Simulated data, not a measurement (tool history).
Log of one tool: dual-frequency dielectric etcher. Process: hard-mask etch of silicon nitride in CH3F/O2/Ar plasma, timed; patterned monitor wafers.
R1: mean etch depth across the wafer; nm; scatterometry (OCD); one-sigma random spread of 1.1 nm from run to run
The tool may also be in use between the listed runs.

run 1 hour=0 | source_power_(W)=350 bias_power_(W)=65 etch_time_(s)=282 | R1=183.74
run 2 hour=2.2 | source_power_(W)=350 bias_power_(W)=60 etch_time_(s)=282 | R1=176.06
run 3 hour=7.1 | source_power_(W)=380 bias_power_(W)=61 etch_time_(s)=282 | R1=184.09
run 4 hour=8.5 | source_power_(W)=380 bias_power_(W)=61 etch_time_(s)=294 | R1=190.18
run 5 hour=9.9 | source_power_(W)=320 bias_power_(W)=61 etch_time_(s)=294 | R1=179.42
run 6 hour=16.3 | source_power_(W)=320 bias_power_(W)=61 etch_time_(s)=282 | R1=171.18
run 7 hour=24.6 | source_power_(W)=350 bias_power_(W)=62 etch_time_(s)=282 | R1=180.4

Run 8, settings as shown, results not yet in. Your forecast:
-- hour=31.5 bias power generator calibrated
run 8 hour=31.5 | source_power_(W)=370 bias_power_(W)=63 etch_time_(s)=282 | R1=?

R1: 186.75 nm
